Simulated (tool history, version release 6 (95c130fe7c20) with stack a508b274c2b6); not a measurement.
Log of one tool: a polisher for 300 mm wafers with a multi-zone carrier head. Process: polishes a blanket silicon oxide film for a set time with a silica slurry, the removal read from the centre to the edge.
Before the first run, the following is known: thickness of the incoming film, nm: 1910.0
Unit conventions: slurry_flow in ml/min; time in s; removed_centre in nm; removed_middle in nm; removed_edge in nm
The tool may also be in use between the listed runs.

run,hour,slurry_flow,centre_zone,middle_zone,edge_zone,slurry_solids,time,removed_centre,removed_middle,removed_edge
1,0,300,1,1,1,1,56,124.27,118.78,120.91
2,7.5,300,0.98,0.99,0.97,0.9,56,114.32,109.2,115.12
3,14.3,300,1.05,0.99,0.97,0.9,56,124.62,111.38,113.39
4,17.4,300,1.03,1.01,0.95,0.8,55,110.59,102.93,103.01
5,22.9,300,1.03,0.96,0.95,0.8,55,109.84,99.612,103.64
6,25.4,300,1.03,0.96,1.01,0.8,55,109.34,98.565,106.61

Run 7 has not been measured yet. What should we expect?
7,30.7,300,1.01,0.97,0.98,0.75,55,?,?,?

Run 7 came out at removed_centre 104.27 nm, removed_middle 96.752 nm, removed_edge 100.23 nm.

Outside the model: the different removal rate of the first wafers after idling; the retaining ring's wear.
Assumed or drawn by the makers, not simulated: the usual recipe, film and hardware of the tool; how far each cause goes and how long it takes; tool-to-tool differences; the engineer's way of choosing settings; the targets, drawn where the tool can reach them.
